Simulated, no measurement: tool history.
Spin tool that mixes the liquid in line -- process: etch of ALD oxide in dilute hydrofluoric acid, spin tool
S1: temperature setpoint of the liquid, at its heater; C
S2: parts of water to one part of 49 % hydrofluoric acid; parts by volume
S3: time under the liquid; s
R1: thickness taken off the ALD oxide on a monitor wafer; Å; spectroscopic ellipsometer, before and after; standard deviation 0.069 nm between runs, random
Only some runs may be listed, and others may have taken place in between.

run 1 hour=0.0 | S1=23.0 S2=105 S3=60 | R1=85.703
run 2 hour=4.9 | S1=23.0 S2=80 S3=60 | R1=115.760
run 3 hour=9.9 | S1=23.0 S2=80 S3=60 | R1=115.420
run 4 hour=16.5 | S1=22.5 S2=85 S3=60 | R1=106.150
run 5 hour=20.4 | S1=22.0 S2=85 S3=60 | R1=105.470
run 6 hour=29.0 | S1=22.0 S2=85 S3=35 | R1=61.437
run 7 hour=35.8 | S1=22.5 S2=85 S3=35 | R1=62.565

Estimate the outcome of run 8 from the log above:
run 8 hour=44.3 | S1=23.5 S2=85 S3=35 | R1=?

Run 8 produced R1 64.117 Å.
